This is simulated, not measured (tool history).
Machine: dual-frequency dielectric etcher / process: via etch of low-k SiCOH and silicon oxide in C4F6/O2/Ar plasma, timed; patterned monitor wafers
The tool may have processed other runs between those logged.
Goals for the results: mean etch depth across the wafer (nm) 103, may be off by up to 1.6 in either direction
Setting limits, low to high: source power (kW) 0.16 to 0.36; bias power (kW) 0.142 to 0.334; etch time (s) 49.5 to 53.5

| run | day | source power (kW) | bias power (kW) | etch time (s) | mean etch depth across the wafer (nm) |
|---|---|---|---|---|---|
| 1 | 0 | 0.26 | 0.238 | 53.5 | 118.55 |
| 2 | 0.138 | 0.24 | 0.235 | 53.5 | 114.31 |
| 3 | 0.25 | 0.24 | 0.235 | 53.5 | 113.47 |
| 4 | 0.488 | 0.27 | 0.235 | 53.5 | 120.55 |
| 5 | 0.779 | 0.25 | 0.233 | 53.5 | 115.44 |
| 6 | 0.917 | 0.24 | 0.231 | 53.5 | 113.9 |
| 7 | 1.275 | 0.19 | 0.218 | 53.5 | 97.453 |
| 8 | 1.388 | 0.2 | 0.218 | 53.5 | 99.782 |

Of the 5 settings listed for the next run, only one would bring every result within its allowed miss of target. Which one?
| A | 1.5 | 0.21 | 0.169 | 52 | ? |
| B | 1.5 | 0.17 | 0.305 | 52.5 | ? |
| C | 1.5 | 0.19 | 0.26 | 51.5 | ? |
| D | 1.5 | 0.22 | 0.215 | 50.5 | ? |
| E | 1.5 | 0.22 | 0.213 | 52 | ? |

| move | mean etch depth across the wafer (nm) |
|---|---|
| A | 94.451 |
| B | 95.423 |
| C | 96.898 |
| D | 99.167 |
| E | 101.9 |
A: the biggest miss grows against the last run
B: the biggest miss grows against the last run
C: the biggest miss grows against the last run
D: the biggest miss grows against the last run
E: meets every target
The move that meets every target is E.
